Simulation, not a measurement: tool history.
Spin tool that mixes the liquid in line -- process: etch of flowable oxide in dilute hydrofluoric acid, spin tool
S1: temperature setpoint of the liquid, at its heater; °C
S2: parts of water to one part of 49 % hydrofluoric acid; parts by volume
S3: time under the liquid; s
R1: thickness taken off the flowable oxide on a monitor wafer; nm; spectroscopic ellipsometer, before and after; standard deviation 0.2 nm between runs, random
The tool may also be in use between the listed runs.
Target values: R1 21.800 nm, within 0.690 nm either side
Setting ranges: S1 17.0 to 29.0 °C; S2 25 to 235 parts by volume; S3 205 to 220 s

run    day    S1   S2   S3      R1
  1  0.000  21.0  130  205  37.686
  2  0.362  21.0  130  220  41.029
  3  0.583  20.5  135  220  38.220
  4  0.929  22.5  135  220  40.933
  5  1.250  19.5  135  220  37.128
  6  1.375  19.0  140  220  34.288
  7  1.708  19.0  145  220  33.504
  8  1.892  19.0  150  220  32.025
  9  2.142  19.0  155  220  30.501
 10  2.462  19.0  160  220  29.404
 11  2.754  19.0  165  220  28.476
     3.125  -- hydrofluoric acid flow meter replaced
 12  3.125  17.0  190  220  23.940
 13  3.371  17.0  200  220  22.873

Exactly one of the 4 candidate moves below puts every result within its allowed miss. Which one?
  A  3.617  17.0  190  220   ?
  B  3.617  17.0  195  205   ?
  C  3.617  17.5  190  215   ?
  D  3.617  17.5  190  220   ?

move      R1
   A  23.876
   B  21.578
   C  23.805
   D  24.359
A: lands further from the targets than the last run did
B: hits every target within its allowed miss
C: lands further from the targets than the last run did
D: lands further from the targets than the last run did
Go with B: it meets all targets.
